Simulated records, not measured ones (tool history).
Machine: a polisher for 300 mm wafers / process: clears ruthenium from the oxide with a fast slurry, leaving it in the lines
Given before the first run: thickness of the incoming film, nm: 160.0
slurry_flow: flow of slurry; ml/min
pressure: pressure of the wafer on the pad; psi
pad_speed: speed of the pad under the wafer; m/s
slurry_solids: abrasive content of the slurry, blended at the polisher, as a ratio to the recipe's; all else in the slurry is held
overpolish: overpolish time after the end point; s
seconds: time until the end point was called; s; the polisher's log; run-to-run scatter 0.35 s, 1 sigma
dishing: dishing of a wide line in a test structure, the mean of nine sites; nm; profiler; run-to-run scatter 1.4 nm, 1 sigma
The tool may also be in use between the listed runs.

run 1 day=0.000 | slurry_flow=200 pressure=2.9 pad_speed=1.12 slurry_solids=1.00 overpolish=25 | seconds=40.632 dishing=77.625
run 2 day=0.138 | slurry_flow=245 pressure=2.9 pad_speed=1.12 slurry_solids=1.00 overpolish=25 | seconds=38.439 dishing=79.443
run 3 day=0.233 | slurry_flow=245 pressure=2.9 pad_speed=1.12 slurry_solids=1.00 overpolish=32 | seconds=38.179 dishing=88.694
run 4 day=0.438 | slurry_flow=255 pressure=3.0 pad_speed=1.12 slurry_solids=1.00 overpolish=29 | seconds=37.537 dishing=90.958
run 5 day=0.712 | slurry_flow=255 pressure=3.0 pad_speed=1.36 slurry_solids=1.00 overpolish=29 | seconds=31.535 dishing=102.930
run 6 day=0.962 | slurry_flow=255 pressure=3.0 pad_speed=1.36 slurry_solids=1.15 overpolish=29 | seconds=29.122 dishing=105.180
run 7 day=1.208 | slurry_flow=260 pressure=2.9 pad_speed=1.36 slurry_solids=1.20 overpolish=26 | seconds=30.077 dishing=97.355
run 8 day=1.321 | slurry_flow=265 pressure=2.9 pad_speed=1.36 slurry_solids=1.25 overpolish=24 | seconds=29.203 dishing=98.744
run 9 day=1.612 | slurry_flow=245 pressure=3.0 pad_speed=1.38 slurry_solids=1.15 overpolish=22 | seconds=28.620 dishing=83.614
run 10 day=1.662 | slurry_flow=245 pressure=3.0 pad_speed=1.38 slurry_solids=1.15 overpolish=21 | seconds=28.744 dishing=85.382
run 11 day=1.988 | slurry_flow=240 pressure=3.0 pad_speed=1.38 slurry_solids=1.15 overpolish=19 | seconds=29.003 dishing=81.677
run 12 day=2.254 | slurry_flow=295 pressure=3.1 pad_speed=1.38 slurry_solids=1.15 overpolish=8 | seconds=28.265 dishing=40.101
run 13 day=2.521 | slurry_flow=285 pressure=3.1 pad_speed=1.38 slurry_solids=1.15 overpolish=8 | seconds=27.377 dishing=40.533
run 14 day=2.696 | slurry_flow=285 pressure=3.1 pad_speed=1.38 slurry_solids=1.15 overpolish=8 | seconds=27.477 dishing=41.353
run 15 day=2.888 | slurry_flow=280 pressure=3.1 pad_speed=1.38 slurry_solids=1.15 overpolish=8 | seconds=27.682 dishing=41.523
run 16 day=3.129 | slurry_flow=275 pressure=3.1 pad_speed=1.38 slurry_solids=1.15 overpolish=8 | seconds=27.475 dishing=39.540
run 17 day=3.450 | slurry_flow=275 pressure=3.1 pad_speed=1.38 slurry_solids=1.15 overpolish=9 | seconds=27.794 dishing=45.238
run 18 day=3.721 | slurry_flow=270 pressure=3.1 pad_speed=1.38 slurry_solids=1.15 overpolish=9 | seconds=27.717 dishing=44.461

Run 19, settings as shown, results not yet in. Your forecast:
run 19 day=3.792 | slurry_flow=265 pressure=3.1 pad_speed=1.38 slurry_solids=1.15 overpolish=9 | seconds=? dishing=?

{"run 19": {"seconds": 27.444, "dishing": 42.377}}
